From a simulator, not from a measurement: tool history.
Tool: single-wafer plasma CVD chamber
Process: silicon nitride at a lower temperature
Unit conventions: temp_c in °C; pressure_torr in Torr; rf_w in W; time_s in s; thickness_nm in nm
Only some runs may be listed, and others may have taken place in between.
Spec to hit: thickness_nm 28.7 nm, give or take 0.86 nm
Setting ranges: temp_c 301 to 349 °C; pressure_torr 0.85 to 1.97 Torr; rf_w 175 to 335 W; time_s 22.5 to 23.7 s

{"run": 1, "hour": 0.0, "temp_c": 325, "pressure_torr": 1.41, "rf_w": 255, "time_s": 23.7, "thickness_nm": 24.263}
{"run": 2, "hour": 6.0, "temp_c": 315, "pressure_torr": 1.41, "rf_w": 255, "time_s": 23.7, "thickness_nm": 24.329}
{"run": 3, "hour": 7.7, "temp_c": 315, "pressure_torr": 1.41, "rf_w": 280, "time_s": 23.7, "thickness_nm": 26.047}
{"run": 4, "hour": 16.1, "temp_c": 320, "pressure_torr": 1.41, "rf_w": 280, "time_s": 23.7, "thickness_nm": 25.844}
{"run": 5, "hour": 19.2, "temp_c": 320, "pressure_torr": 1.47, "rf_w": 285, "time_s": 23.7, "thickness_nm": 26.692}
{"run": 6, "hour": 23.4, "temp_c": 329, "pressure_torr": 1.47, "rf_w": 285, "time_s": 23.7, "thickness_nm": 26.545}
{"run": 7, "hour": 26.2, "temp_c": 329, "pressure_torr": 1.52, "rf_w": 290, "time_s": 23.7, "thickness_nm": 27.135}
{"run": 8, "hour": 29.5, "temp_c": 329, "pressure_torr": 1.55, "rf_w": 295, "time_s": 23.7, "thickness_nm": 27.497}

Which single option among these 4 for the next run brings every result within its allowed miss of target? Just one does.
{"run": "A", "hour": 32.8, "temp_c": 326, "pressure_torr": 1.9, "rf_w": 310, "time_s": 22.5, "thickness_nm": "?"}
{"run": "B", "hour": 32.8, "temp_c": 336, "pressure_torr": 1.48, "rf_w": 310, "time_s": 22.9, "thickness_nm": "?"}
{"run": "C", "hour": 32.8, "temp_c": 339, "pressure_torr": 1.53, "rf_w": 300, "time_s": 22.5, "thickness_nm": "?"}
{"run": "D", "hour": 32.8, "temp_c": 331, "pressure_torr": 1.5, "rf_w": 305, "time_s": 22.5, "thickness_nm": "?"}

move=A thickness_nm=28.739
move=B thickness_nm=27.208
move=C thickness_nm=26.346
move=D thickness_nm=26.588
A: all results land within tolerance of their targets
B: moves away from the targets compared with the last run
C: moves away from the targets compared with the last run
D: moves away from the targets compared with the last run
Correct choice: A, which meets every target

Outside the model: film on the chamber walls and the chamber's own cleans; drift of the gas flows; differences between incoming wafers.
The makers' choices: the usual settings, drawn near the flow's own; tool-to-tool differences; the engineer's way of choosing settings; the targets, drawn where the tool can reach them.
